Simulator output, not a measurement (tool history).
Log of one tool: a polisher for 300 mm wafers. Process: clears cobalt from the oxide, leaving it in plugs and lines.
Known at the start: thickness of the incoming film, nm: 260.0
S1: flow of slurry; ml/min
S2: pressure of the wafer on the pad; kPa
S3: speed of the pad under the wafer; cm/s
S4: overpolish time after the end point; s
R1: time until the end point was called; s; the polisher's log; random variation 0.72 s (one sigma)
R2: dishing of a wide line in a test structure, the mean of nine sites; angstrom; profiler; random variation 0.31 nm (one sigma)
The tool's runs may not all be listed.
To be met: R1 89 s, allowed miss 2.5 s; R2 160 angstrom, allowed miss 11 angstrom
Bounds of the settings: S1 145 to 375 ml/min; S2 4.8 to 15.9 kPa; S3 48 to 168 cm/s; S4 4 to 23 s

Run 1, hour 0: S1 240 ml/min, S2 10.3 kPa, S3 108 cm/s, S4 12 s. Result: R1 65.499 s, R2 319.72 angstrom.
Run 2, hour 6.2: S1 240 ml/min, S2 10.3 kPa, S3 108 cm/s, S4 9 s. Result: R1 64.69 s, R2 257.18 angstrom.
Run 3, hour 13.1: S1 240 ml/min, S2 10.3 kPa, S3 108 cm/s, S4 5 s. Result: R1 64.816 s, R2 154.59 angstrom.
Run 4, hour 19.8: S1 240 ml/min, S2 10.3 kPa, S3 92 cm/s, S4 5 s. Result: R1 74.037 s, R2 139.44 angstrom.
Run 5, hour 22.3: S1 240 ml/min, S2 10.3 kPa, S3 92 cm/s, S4 4 s. Result: R1 75.426 s, R2 111.88 angstrom.
Run 6, hour 27.4: S1 240 ml/min, S2 10.3 kPa, S3 106 cm/s, S4 4 s. Result: R1 66.235 s, R2 129.07 angstrom.
Run 7, hour 31.3: S1 235 ml/min, S2 9.7 kPa, S3 106 cm/s, S4 5 s. Result: R1 71.748 s, R2 148.05 angstrom.
Run 8, hour 33.6: S1 225 ml/min, S2 9 kPa, S3 106 cm/s, S4 5 s. Result: R1 75.793 s, R2 138.85 angstrom.
Run 9, hour 37.2: S1 225 ml/min, S2 8.3 kPa, S3 106 cm/s, S4 6 s. Result: R1 84.207 s, R2 148.62 angstrom.
Run 10, hour 42.1: S1 225 ml/min, S2 8.3 kPa, S3 106 cm/s, S4 7 s. Result: R1 83.174 s, R2 167.23 angstrom.

Which of these 5 next moves meets every target?
Run A, hour 47: S1 235 ml/min, S2 7.6 kPa, S3 106 cm/s, S4 7 s. Result: R1 ?, R2 ?.
Run B, hour 47: S1 230 ml/min, S2 9 kPa, S3 102 cm/s, S4 8 s. Result: R1 ?, R2 ?.
Run C, hour 47: S1 225 ml/min, S2 8.3 kPa, S3 120 cm/s, S4 6 s. Result: R1 ?, R2 ?.
Run D, hour 47: S1 245 ml/min, S2 8.3 kPa, S3 116 cm/s, S4 7 s. Result: R1 ?, R2 ?.
Run E, hour 47: S1 215 ml/min, S2 9 kPa, S3 100 cm/s, S4 7 s. Result: R1 ?, R2 ?.

move      R1      R2
   A  90.065   159.4
   B  79.527  198.08
   C  74.251  164.72
   D  76.085  183.88
   E  81.385  173.77
A: meets every target
B: further off than the last run
C: further off than the last run
D: further off than the last run
E: further off than the last run
The right move is A.

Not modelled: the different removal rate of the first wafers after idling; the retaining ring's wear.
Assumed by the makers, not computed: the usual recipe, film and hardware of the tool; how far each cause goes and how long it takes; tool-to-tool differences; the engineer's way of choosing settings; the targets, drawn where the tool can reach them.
